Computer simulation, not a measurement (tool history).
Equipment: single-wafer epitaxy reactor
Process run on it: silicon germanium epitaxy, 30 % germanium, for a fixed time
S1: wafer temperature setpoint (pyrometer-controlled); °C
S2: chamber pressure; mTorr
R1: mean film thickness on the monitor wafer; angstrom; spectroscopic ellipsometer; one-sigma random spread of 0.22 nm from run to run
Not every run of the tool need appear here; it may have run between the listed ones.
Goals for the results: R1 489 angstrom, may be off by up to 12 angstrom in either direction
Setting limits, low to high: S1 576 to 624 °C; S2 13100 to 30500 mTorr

run	day	S1	S2	R1
1	0	600	21800	609.65
2	0.304	598	21700	584.2
3	0.567	597	21700	575.11
4	0.804	596	21700	563.89
5	1.05	591	21700	510.73
6	1.188	583	21700	434.93
7	1.404	584	21700	444.73
8	1.717	585	21700	459.77
9	1.829	587	21800	473.78

5 next moves are on the table. One of them brings every result within its allowed miss. Which?
A	1.942	592	22100	?
B	1.942	595	18800	?
C	1.942	586	21800	?
D	1.942	591	22000	?
E	1.942	588	22700	?

move	R1
A	530.59
B	524.9
C	468.74
D	519.31
E	496.12
A: takes the biggest miss from the last run beyond its target
B: takes the biggest miss from the last run beyond its target
C: the biggest miss grows against the last run
D: takes the biggest miss from the last run beyond its target
E: all results land within tolerance of their targets
Answer: E
